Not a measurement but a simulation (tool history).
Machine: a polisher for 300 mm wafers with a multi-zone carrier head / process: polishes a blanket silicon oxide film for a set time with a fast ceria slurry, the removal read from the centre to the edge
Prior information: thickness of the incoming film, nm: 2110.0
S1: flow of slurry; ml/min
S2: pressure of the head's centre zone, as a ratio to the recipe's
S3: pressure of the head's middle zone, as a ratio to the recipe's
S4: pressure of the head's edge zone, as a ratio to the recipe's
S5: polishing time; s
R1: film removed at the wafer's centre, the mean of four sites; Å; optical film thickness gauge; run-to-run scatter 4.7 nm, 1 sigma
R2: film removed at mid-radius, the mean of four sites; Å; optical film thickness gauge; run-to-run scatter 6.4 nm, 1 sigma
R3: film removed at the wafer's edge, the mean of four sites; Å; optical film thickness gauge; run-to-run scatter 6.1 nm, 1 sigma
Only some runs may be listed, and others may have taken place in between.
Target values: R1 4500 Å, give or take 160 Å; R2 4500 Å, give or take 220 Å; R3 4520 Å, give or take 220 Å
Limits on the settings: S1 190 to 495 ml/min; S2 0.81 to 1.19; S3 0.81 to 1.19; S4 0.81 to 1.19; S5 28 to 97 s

Run 1, hour 0: S1 320 ml/min, S2 1, S3 1, S4 1, S5 62 s. Result: R1 6195.5 Å, R2 6143.6 Å, R3 6064.6 Å.
Run 2, hour 7: S1 270 ml/min, S2 1, S3 1, S4 1, S5 62 s. Result: R1 6133.6 Å, R2 5977.5 Å, R3 6144.1 Å.
Run 3, hour 13.6: S1 285 ml/min, S2 0.98, S3 0.98, S4 0.97, S5 57 s. Result: R1 5509 Å, R2 5480.9 Å, R3 5465.9 Å.
Run 4, hour 19.5: S1 285 ml/min, S2 0.98, S3 0.93, S4 0.97, S5 57 s. Result: R1 5467 Å, R2 5353.1 Å, R3 5587.1 Å.
Run 5, hour 23.3: S1 290 ml/min, S2 0.97, S3 0.92, S4 0.95, S5 54 s. Result: R1 5273.9 Å, R2 4913.9 Å, R3 5217.1 Å.
Run 6, hour 25.4: S1 290 ml/min, S2 0.97, S3 0.92, S4 0.92, S5 54 s. Result: R1 5205.9 Å, R2 4919.1 Å, R3 5285.7 Å.
Run 7, hour 26.1: S1 295 ml/min, S2 0.96, S3 0.94, S4 0.92, S5 51 s. Result: R1 4814.9 Å, R2 4868 Å, R3 4907.8 Å.
Run 8, hour 32.1: S1 295 ml/min, S2 0.96, S3 0.94, S4 0.92, S5 51 s. Result: R1 4874.4 Å, R2 4856 Å, R3 4772.6 Å.
Run 9, hour 37.8: S1 295 ml/min, S2 0.95, S3 0.93, S4 0.91, S5 50 s. Result: R1 4746.7 Å, R2 4764.8 Å, R3 4711.3 Å.

5 candidate next runs follow, results not yet known. Just one meets every target within its allowed miss. Identify it.
Run A, hour 43.5: S1 275 ml/min, S2 1.02, S3 0.85, S4 0.91, S5 50 s. Result: R1 ?, R2 ?, R3 ?.
Run B, hour 43.5: S1 290 ml/min, S2 0.91, S3 1.02, S4 0.88, S5 51 s. Result: R1 ?, R2 ?, R3 ?.
Run C, hour 43.5: S1 315 ml/min, S2 0.94, S3 0.88, S4 0.92, S5 56 s. Result: R1 ?, R2 ?, R3 ?.
Run D, hour 43.5: S1 405 ml/min, S2 0.93, S3 0.92, S4 0.9, S5 47 s. Result: R1 ?, R2 ?, R3 ?.
Run E, hour 43.5: S1 280 ml/min, S2 0.84, S3 1.01, S4 0.84, S5 55 s. Result: R1 ?, R2 ?, R3 ?.

move      R1      R2      R3
   A    4950  4306.7  4687.3
   B    4526  4980.5  4714.9
   C  5167.1  4987.2  5317.3
   D  4374.3  4385.1  4475.2
   E  4488.2  5322.7  4969.5
A: the biggest miss grows against the last run
B: meets the target for the result that was furthest off, but another lies outside its allowed miss
C: the biggest miss grows against the last run
D: hits every target within its allowed miss
E: meets the target for the result that was furthest off, but another lies outside its allowed miss
The move that meets every target is D.

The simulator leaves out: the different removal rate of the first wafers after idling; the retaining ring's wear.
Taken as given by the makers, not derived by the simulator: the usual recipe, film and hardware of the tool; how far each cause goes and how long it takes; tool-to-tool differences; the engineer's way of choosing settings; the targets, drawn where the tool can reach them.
